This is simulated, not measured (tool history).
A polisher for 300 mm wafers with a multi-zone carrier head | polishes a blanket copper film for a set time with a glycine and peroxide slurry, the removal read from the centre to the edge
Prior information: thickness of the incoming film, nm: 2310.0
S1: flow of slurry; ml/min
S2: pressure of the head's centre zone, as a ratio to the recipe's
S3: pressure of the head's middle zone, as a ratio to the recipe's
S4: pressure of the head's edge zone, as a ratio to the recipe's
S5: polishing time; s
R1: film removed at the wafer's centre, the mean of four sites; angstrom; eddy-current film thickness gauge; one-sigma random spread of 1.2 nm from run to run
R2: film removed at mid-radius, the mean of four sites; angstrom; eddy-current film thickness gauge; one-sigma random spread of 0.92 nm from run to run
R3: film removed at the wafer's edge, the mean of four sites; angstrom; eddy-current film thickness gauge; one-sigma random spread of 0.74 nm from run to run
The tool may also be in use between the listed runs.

| run | hour | S1 | S2 | S3 | S4 | S5 | R1 | R2 | R3 |
|---|---|---|---|---|---|---|---|---|---|
| 1 | 0.0 | 185 | 1.00 | 1.00 | 1.00 | 33 | 1910.10 | 1920.50 | 1937.30 |
| 2 | 2.2 | 185 | 1.00 | 1.00 | 0.91 | 33 | 1927.50 | 1919.30 | 1868.10 |
| 3 | 6.5 | 205 | 1.00 | 1.00 | 0.91 | 33 | 1988.00 | 1946.50 | 1888.20 |
| 4 | 13.5 | 245 | 1.00 | 1.00 | 0.91 | 33 | 1992.30 | 2014.80 | 1943.90 |
| 5 | 19.3 | 230 | 0.97 | 1.01 | 0.90 | 30 | 1701.50 | 1827.40 | 1760.70 |
| 6 | 26.7 | 215 | 0.97 | 1.02 | 0.89 | 28 | 1628.70 | 1694.30 | 1612.70 |
| 7 | 32.1 | 205 | 0.95 | 1.03 | 0.88 | 26 | 1468.70 | 1591.20 | 1463.30 |
| 8 | 38.3 | 195 | 0.93 | 1.03 | 0.87 | 25 | 1410.50 | 1519.40 | 1393.00 |
| 9 | 46.8 | 195 | 0.91 | 1.03 | 0.87 | 24 | 1320.60 | 1442.10 | 1341.40 |
| 10 | 49.4 | 160 | 0.82 | 1.10 | 0.81 | 15 | 700.95 | 914.58 | 792.98 |
| 11 | 51.8 | 175 | 0.82 | 1.10 | 0.82 | 15 | 692.04 | 937.71 | 788.10 |
| 12 | 56.1 | 185 | 0.83 | 1.09 | 0.84 | 15 | 726.02 | 935.08 | 820.01 |
| 13 | 59.3 | 190 | 0.84 | 1.10 | 0.86 | 15 | 744.01 | 943.18 | 831.08 |
| 14 | 62.9 | 195 | 0.84 | 1.10 | 0.86 | 15 | 735.61 | 958.86 | 828.64 |
| 15 | 67.9 | 195 | 0.84 | 1.10 | 0.86 | 15 | 744.79 | 945.31 | 827.19 |
| 16 | 73.3 | 195 | 0.84 | 1.10 | 0.86 | 16 | 795.30 | 1011.30 | 884.96 |
| 17 | 75.1 | 205 | 0.84 | 1.10 | 0.87 | 16 | 788.01 | 1025.40 | 898.92 |
| 18 | 83.6 | 215 | 0.85 | 1.10 | 0.87 | 16 | 810.86 | 1040.90 | 911.11 |
| 19 | 88.6 | 215 | 0.85 | 1.10 | 0.87 | 16 | 812.70 | 1029.20 | 909.70 |
| 20 | 90.3 | 225 | 0.85 | 1.10 | 0.87 | 16 | 819.35 | 1039.00 | 906.29 |
| 21 | 98.4 | 230 | 0.85 | 1.10 | 0.88 | 16 | 826.58 | 1035.60 | 924.02 |
| 22 | 106.5 | 275 | 0.89 | 1.15 | 0.92 | 17 | 920.52 | 1173.90 | 990.77 |
| 23 | 110.2 | 275 | 0.89 | 1.14 | 0.92 | 17 | 953.42 | 1146.20 | 997.53 |

Run 24 comes next. What will it give?
| 24 | 118.2 | 270 | 0.89 | 1.14 | 0.92 | 17 | ? | ? | ? |

Run 24 yielded R1 949.23 angstrom, R2 1174.40 angstrom, R3 1004.00 angstrom.
